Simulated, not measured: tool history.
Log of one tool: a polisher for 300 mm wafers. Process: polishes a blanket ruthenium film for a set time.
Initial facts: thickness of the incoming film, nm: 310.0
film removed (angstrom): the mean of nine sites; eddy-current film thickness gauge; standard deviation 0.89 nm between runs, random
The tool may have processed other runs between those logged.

run	hour	flow of slurry (ml/min)	pressure of the wafer on the pad (psi)	speed of the pad under the wafer (cm/s)	polishing time (s)	film removed (angstrom)
1	0.0	195	2.2	76	72	673.54
2	0.7	195	1.7	76	72	556.79
3	7.6	195	1.7	58	72	422.53
4	11.2	195	1.9	58	72	464.07
5	14.2	195	1.9	48	72	382.01
6	21.5	195	2.1	50	72	428.40
7	28.9	195	2.3	52	72	478.90
8	35.4	195	2.4	54	72	502.64
9	43.6	195	2.5	56	72	550.06

The next listed run, before its measurement:
10	47.6	210	3.1	58	72	?

Run 10 produced film removed (angstrom) 673.76.
